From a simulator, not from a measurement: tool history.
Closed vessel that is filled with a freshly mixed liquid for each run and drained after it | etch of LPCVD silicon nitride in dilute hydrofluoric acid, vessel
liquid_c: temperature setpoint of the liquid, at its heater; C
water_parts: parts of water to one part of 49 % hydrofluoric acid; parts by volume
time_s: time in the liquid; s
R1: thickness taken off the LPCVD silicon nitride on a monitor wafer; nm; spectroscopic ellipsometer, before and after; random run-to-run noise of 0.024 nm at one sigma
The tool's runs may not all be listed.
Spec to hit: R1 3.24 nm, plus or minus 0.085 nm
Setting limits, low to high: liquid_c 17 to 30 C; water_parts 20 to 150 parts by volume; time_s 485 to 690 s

Run 1, hour 0: liquid_c 22 C, water_parts 85 parts by volume, time_s 690 s. Result: R1 3.7415 nm.
Run 2, hour 3.5: liquid_c 22 C, water_parts 85 parts by volume, time_s 690 s. Result: R1 3.7238 nm.
Run 3, hour 11.8: liquid_c 21.5 C, water_parts 85 parts by volume, time_s 690 s. Result: R1 3.647 nm.
Run 4, hour 19.1: liquid_c 21.5 C, water_parts 110 parts by volume, time_s 690 s. Result: R1 2.7764 nm.
Run 5, hour 28.6: liquid_c 22 C, water_parts 110 parts by volume, time_s 690 s. Result: R1 2.8992 nm.
Run 6, hour 35.9: liquid_c 22 C, water_parts 110 parts by volume, time_s 485 s. Result: R1 2.0441 nm.
Run 7, hour 37.7: liquid_c 26 C, water_parts 110 parts by volume, time_s 485 s. Result: R1 2.6461 nm.
Run 8, hour 44.2: liquid_c 26.5 C, water_parts 110 parts by volume, time_s 485 s. Result: R1 2.7427 nm.
Run 9, hour 48.1: liquid_c 27 C, water_parts 110 parts by volume, time_s 485 s. Result: R1 2.8295 nm.
Run 10, hour 52.2: liquid_c 27.5 C, water_parts 110 parts by volume, time_s 485 s. Result: R1 2.8923 nm.
Run 11, hour 59: liquid_c 28 C, water_parts 110 parts by volume, time_s 485 s. Result: R1 3.0051 nm.
Run 12, hour 65.3: liquid_c 28 C, water_parts 110 parts by volume, time_s 485 s. Result: R1 3.0078 nm.

Below are 4 possible settings for the next run. Only one of them brings all results inside the allowed miss of their targets. Which is it?
Run A, hour 71.6: liquid_c 27.5 C, water_parts 120 parts by volume, time_s 545 s. Result: R1 ?.
Run B, hour 71.6: liquid_c 28 C, water_parts 120 parts by volume, time_s 570 s. Result: R1 ?.
Run C, hour 71.6: liquid_c 27 C, water_parts 105 parts by volume, time_s 500 s. Result: R1 ?.
Run D, hour 71.6: liquid_c 26 C, water_parts 125 parts by volume, time_s 635 s. Result: R1 ?.

move      R1
   A  3.0255
   B   3.266
   C  3.0721
   D  3.0757
A: closes in on the targets versus the last run, not all within tolerance yet
B: meets every target
C: closes in on the targets versus the last run, not all within tolerance yet
D: closes in on the targets versus the last run, not all within tolerance yet
So the answer is move B, the one that meets all the targets.
